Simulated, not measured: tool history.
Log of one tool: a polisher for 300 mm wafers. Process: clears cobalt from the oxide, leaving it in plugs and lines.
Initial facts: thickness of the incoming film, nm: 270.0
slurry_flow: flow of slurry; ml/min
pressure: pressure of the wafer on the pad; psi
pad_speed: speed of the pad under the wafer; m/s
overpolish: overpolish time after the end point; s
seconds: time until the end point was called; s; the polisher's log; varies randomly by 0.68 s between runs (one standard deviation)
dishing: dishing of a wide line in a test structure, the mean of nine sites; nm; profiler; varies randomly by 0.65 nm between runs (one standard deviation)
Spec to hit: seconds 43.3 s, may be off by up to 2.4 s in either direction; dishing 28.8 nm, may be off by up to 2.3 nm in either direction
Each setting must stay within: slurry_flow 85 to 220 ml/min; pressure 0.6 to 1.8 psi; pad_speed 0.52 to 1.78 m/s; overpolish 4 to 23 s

run    day  slurry_flow  pressure  pad_speed  overpolish  seconds  dishing
  1      0          140       1.2       1.14          12   86.424   27.743
  2  0.083          145       1.4        1.2          10   72.131    29.62
  3  0.296          130       1.4        1.2          10    71.48   29.282
  4  0.379          130       1.4        1.2           6   72.838   18.786
  5  0.554          130       1.4       0.92           6   93.438   15.527
  6  0.804          130       1.4       0.92           4    93.95     10.8
  7  0.875          130       1.5       1.06           4   76.907    13.08
  8  1.158          140       1.8       1.38           9   48.518   36.405
  9  1.488          140       1.8       1.42           8   47.892   32.517
 10  1.633          140       1.8       1.42           8   46.867   32.041
 11  1.671          150       1.8       1.52           5    43.15   25.445

Below are 5 possible settings for the next run. Only one of them brings all results inside the allowed miss of their targets. Which is it?
  A  1.708          190       1.7       1.54           6        ?        ?
  B  1.708          145       1.8       1.64           4        ?        ?
  C  1.708          145       1.8       1.56           4        ?        ?
  D  1.708          145       1.8        1.4           5        ?        ?
  E  1.708          190       1.8        1.7           7        ?        ?

move  seconds  dishing
   A   43.497   28.897
   B   40.113    22.43
   C   42.125   21.556
   D   46.821   23.711
   E   37.337   35.887
A: all results in spec
B: its largest miss is bigger than the last run's
C: its largest miss is bigger than the last run's
D: its largest miss is bigger than the last run's
E: takes the result that was furthest off past its target
A meets every target.

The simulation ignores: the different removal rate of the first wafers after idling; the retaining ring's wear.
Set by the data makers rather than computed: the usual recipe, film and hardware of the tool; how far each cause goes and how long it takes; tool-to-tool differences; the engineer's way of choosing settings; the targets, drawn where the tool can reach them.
